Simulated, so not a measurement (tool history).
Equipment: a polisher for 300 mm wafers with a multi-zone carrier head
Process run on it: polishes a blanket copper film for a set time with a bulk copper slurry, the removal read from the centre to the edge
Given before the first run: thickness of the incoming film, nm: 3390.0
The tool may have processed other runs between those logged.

run	hour	flow of slurry (ml/min)	pressure of the head's centre zone	pressure of the head's middle zone	pressure of the head's edge zone	abrasive content of the slurry	polishing time (s)	film removed at the wafer's centre (Å)	film removed at mid-radius (Å)	film removed at the wafer's edge (Å)
1	0	225	1	1	1	1	67	6737.2	6864.1	6761.8
2	0.9	225	1	1	1	1.1	67	6905.9	6959.4	6766.1
3	2.2	225	1	1	1	0.9	67	6790.4	6669.5	6746.1
4	6.1	225	1	1	1.06	0.9	67	6759.3	6766.9	6686.3
5	15	250	1	1	1.06	0.9	67	6772.9	6819.8	6833.2
6	23.5	250	1	1	1.06	0.8	67	6715.4	6457.6	6755.7

For run 7, what comes out?
7	29	245	0.98	1.01	1.06	0.8	64	?	?	?

{"run 7": {"film removed at the wafer's centre (Å)": 6288.4, "film removed at mid-radius (Å)": 6408.4, "film removed at the wafer's edge (Å)": 6389.3}}
